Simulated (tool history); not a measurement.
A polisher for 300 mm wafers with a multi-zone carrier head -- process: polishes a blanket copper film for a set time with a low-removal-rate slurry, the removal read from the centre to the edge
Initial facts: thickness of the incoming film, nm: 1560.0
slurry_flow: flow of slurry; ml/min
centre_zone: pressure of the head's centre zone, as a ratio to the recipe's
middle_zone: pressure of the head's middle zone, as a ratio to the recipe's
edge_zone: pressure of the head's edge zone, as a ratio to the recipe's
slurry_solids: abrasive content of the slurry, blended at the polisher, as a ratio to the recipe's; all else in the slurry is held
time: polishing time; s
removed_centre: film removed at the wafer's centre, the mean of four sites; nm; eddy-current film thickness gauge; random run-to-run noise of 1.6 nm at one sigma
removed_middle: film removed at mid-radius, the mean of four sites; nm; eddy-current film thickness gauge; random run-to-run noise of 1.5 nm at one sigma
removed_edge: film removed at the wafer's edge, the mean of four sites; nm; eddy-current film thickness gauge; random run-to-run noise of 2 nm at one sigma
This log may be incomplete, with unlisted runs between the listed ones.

| run | day | slurry_flow | centre_zone | middle_zone | edge_zone | slurry_solids | time | removed_centre | removed_middle | removed_edge |
|---|---|---|---|---|---|---|---|---|---|---|
| 1 | 0 | 195 | 1 | 1 | 1 | 1 | 75 | 153.73 | 154.57 | 150.81 |
| 2 | 0.371 | 185 | 0.97 | 1 | 0.98 | 0.95 | 75 | 143.13 | 148.75 | 146.62 |
| 3 | 0.442 | 185 | 0.97 | 1 | 0.98 | 0.95 | 57 | 109.89 | 114.42 | 115.24 |
| 4 | 0.638 | 185 | 1.04 | 1 | 0.98 | 0.95 | 57 | 118.47 | 113.13 | 110.86 |
| 5 | 0.883 | 185 | 1.1 | 1 | 0.98 | 0.95 | 57 | 125.3 | 115.25 | 113.54 |
| 6 | 1.029 | 185 | 1.1 | 1 | 0.98 | 1.15 | 57 | 132.93 | 122.72 | 116.93 |
| 7 | 1.121 | 195 | 1.06 | 1.03 | 1.03 | 1.2 | 57 | 132.44 | 125.61 | 125.61 |
| 8 | 1.283 | 200 | 1.03 | 1.07 | 1.03 | 1.2 | 57 | 128.51 | 130.04 | 121.91 |

What does the tool deliver on the next run?
| 9 | 1.433 | 205 | 1 | 1.09 | 1.05 | 1.25 | 57 | ? | ? | ? |

{"run 9": {"removed_centre": 125.85, "removed_middle": 131.06, "removed_edge": 129.09}}
